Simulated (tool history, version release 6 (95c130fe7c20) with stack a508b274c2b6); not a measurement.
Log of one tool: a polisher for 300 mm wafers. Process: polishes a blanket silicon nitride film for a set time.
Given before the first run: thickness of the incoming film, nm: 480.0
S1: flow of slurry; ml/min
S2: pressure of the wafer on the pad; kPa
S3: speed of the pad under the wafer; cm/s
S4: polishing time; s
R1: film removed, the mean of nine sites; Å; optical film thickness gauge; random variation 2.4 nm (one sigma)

Run 1, hour 0: S1 235 ml/min, S2 28.3 kPa, S3 140 cm/s, S4 46 s. Result: R1 1176.8 Å.
Run 2, hour 3.2: S1 235 ml/min, S2 29.6 kPa, S3 140 cm/s, S4 46 s. Result: R1 1300.4 Å.
Run 3, hour 10.4: S1 235 ml/min, S2 29.6 kPa, S3 140 cm/s, S4 41 s. Result: R1 1146.6 Å.
Run 4, hour 12: S1 235 ml/min, S2 31 kPa, S3 140 cm/s, S4 41 s. Result: R1 1191.3 Å.
Run 5, hour 19.4: S1 235 ml/min, S2 32.4 kPa, S3 140 cm/s, S4 41 s. Result: R1 1218.3 Å.
Run 6, hour 27.9: S1 235 ml/min, S2 33.8 kPa, S3 142 cm/s, S4 41 s. Result: R1 1319.5 Å.
Run 7, hour 32.5: S1 235 ml/min, S2 34.5 kPa, S3 142 cm/s, S4 41 s. Result: R1 1303.1 Å.

Estimate the outcome of run 8 from the log above:
Run 8, hour 34.6: S1 235 ml/min, S2 35.2 kPa, S3 144 cm/s, S4 41 s. Result: R1 ?.

R1: 1357.9 Å

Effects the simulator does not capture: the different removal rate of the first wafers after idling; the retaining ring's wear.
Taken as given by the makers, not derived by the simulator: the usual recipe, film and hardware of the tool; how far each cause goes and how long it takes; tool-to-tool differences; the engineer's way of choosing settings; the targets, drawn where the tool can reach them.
